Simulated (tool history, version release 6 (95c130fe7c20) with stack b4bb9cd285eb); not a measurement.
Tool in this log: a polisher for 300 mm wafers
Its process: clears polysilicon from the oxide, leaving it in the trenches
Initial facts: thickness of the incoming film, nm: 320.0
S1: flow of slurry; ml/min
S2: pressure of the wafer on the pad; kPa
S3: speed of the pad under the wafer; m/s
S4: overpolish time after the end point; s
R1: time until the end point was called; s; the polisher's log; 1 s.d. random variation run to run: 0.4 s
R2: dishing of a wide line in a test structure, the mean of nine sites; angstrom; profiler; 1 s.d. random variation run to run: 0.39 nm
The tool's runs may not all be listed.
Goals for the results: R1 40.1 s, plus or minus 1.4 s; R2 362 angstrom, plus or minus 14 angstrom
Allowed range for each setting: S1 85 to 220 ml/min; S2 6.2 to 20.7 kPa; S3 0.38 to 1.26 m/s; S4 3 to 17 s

run  hour   S1    S2    S3  S4      R1      R2
  1     0  140  13.1  0.82   9   47.92  302.54
  2   3.3  140  13.1  0.82   7  48.257  270.67
  3     5  140  13.1  0.82   6  48.303  248.32
  4   9.1  140  13.8  0.82   7  45.586  272.81
  5  16.5  140  14.5  0.82   8  44.245  299.96
  6  19.3  140  17.2  0.82   8  37.243  318.23
  7    23  140  17.2  0.82   8  37.118  322.13
  8  29.7  135  17.2  0.82   9  37.092  328.93
  9  32.6  135  16.5  0.82  10  38.377  340.99
 10  39.9  120  15.9  0.82  12   40.63  343.04

Exercise: of the 5 proposed moves below, exactly one satisfies all targets within the stated allowed misses. Which move is it?
  A  47.2   90  16.5  0.82  10   ?   ?
  B  47.2  190  17.2  0.66  10   ?   ?
  C  47.2  125  14.5  0.88   9   ?   ?
  D  47.2  115  15.9  0.78  10   ?   ?
  E  47.2  115  13.1  1.06  14   ?   ?

move      R1      R2
   A  42.497  329.85
   B  42.823  329.08
   C  41.833  320.37
   D  43.607  327.21
   E  39.424  362.01
A: its largest miss is bigger than the last run's
B: its largest miss is bigger than the last run's
C: its largest miss is bigger than the last run's
D: its largest miss is bigger than the last run's
E: every result lands within tolerance
So the answer is move E, the one that meets all the targets.

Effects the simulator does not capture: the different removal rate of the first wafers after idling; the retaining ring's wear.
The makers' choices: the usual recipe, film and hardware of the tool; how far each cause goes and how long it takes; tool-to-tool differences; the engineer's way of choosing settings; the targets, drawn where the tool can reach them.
